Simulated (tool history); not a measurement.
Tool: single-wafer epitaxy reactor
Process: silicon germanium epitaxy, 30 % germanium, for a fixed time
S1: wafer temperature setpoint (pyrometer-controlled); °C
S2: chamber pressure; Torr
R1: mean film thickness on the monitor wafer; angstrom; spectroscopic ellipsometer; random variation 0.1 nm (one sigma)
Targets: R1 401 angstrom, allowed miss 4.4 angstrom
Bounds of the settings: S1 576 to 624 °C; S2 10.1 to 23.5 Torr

| run | hour | S1 | S2 | R1 |
|---|---|---|---|---|
| 1 | 0 | 600 | 16.8 | 684.39 |
| 2 | 2.4 | 600 | 14.1 | 634.17 |
| 3 | 7.5 | 608 | 14.1 | 747.81 |
| 4 | 8.5 | 616 | 14.1 | 873.67 |
| 5 | 11.8 | 605 | 14 | 700.39 |
|  | 14.4 | pyrometer calibrated |
| 6 | 14.4 | 609 | 14 | 678.71 |
| 7 | 20.2 | 600 | 13.8 | 558.73 |
| 8 | 26.1 | 588 | 13.7 | 434.36 |
| 9 | 34.6 | 587 | 13.7 | 422.59 |

Which of these 5 next moves meets every target?
| A | 43.1 | 583 | 13.7 | ? |
| B | 43.1 | 582 | 14.6 | ? |
| C | 43.1 | 591 | 10.1 | ? |
| D | 43.1 | 583 | 14.2 | ? |
| E | 43.1 | 583 | 13.8 | ? |

| move | R1 |
|---|---|
| A | 389.42 |
| B | 391.94 |
| C | 402.84 |
| D | 395.68 |
| E | 390.68 |
A: takes the result that was furthest off past its target
B: takes the result that was furthest off past its target
C: meets every target
D: takes the result that was furthest off past its target
E: takes the result that was furthest off past its target
Move C is the one to make.
